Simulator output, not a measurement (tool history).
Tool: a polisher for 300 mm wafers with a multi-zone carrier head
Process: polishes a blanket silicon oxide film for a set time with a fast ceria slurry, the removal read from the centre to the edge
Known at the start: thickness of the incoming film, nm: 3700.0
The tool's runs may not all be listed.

| run | hour | flow of slurry (ml/min) | pressure of the head's centre zone | pressure of the head's middle zone | pressure of the head's edge zone | polishing time (s) | film removed at the wafer's centre (angstrom) | film removed at mid-radius (angstrom) | film removed at the wafer's edge (angstrom) |
|---|---|---|---|---|---|---|---|---|---|
| 1 | 0.0 | 210 | 1.00 | 1.00 | 1.00 | 51 | 6476.4 | 6486.5 | 6477.9 |
| 2 | 8.3 | 200 | 0.96 | 1.02 | 0.96 | 50 | 6074.9 | 6349.7 | 6155.8 |
| 3 | 9.6 | 190 | 0.92 | 1.05 | 0.93 | 50 | 5537.8 | 6501.3 | 6022.1 |
| 4 | 17.6 | 190 | 0.92 | 1.08 | 0.93 | 50 | 5652.1 | 6615.0 | 6069.0 |
| 5 | 18.7 | 190 | 0.92 | 1.08 | 0.98 | 50 | 5862.6 | 6744.0 | 6106.9 |
| 6 | 21.3 | 180 | 0.91 | 1.09 | 0.96 | 49 | 5366.5 | 6554.4 | 5922.7 |

Forecast run 7:
| 7 | 28.2 | 180 | 0.91 | 1.10 | 0.94 | 49 | ? | ? | ? |

film removed at the wafer's centre (angstrom): 5610.4
film removed at mid-radius (angstrom): 6502.2
film removed at the wafer's edge (angstrom): 5914.9
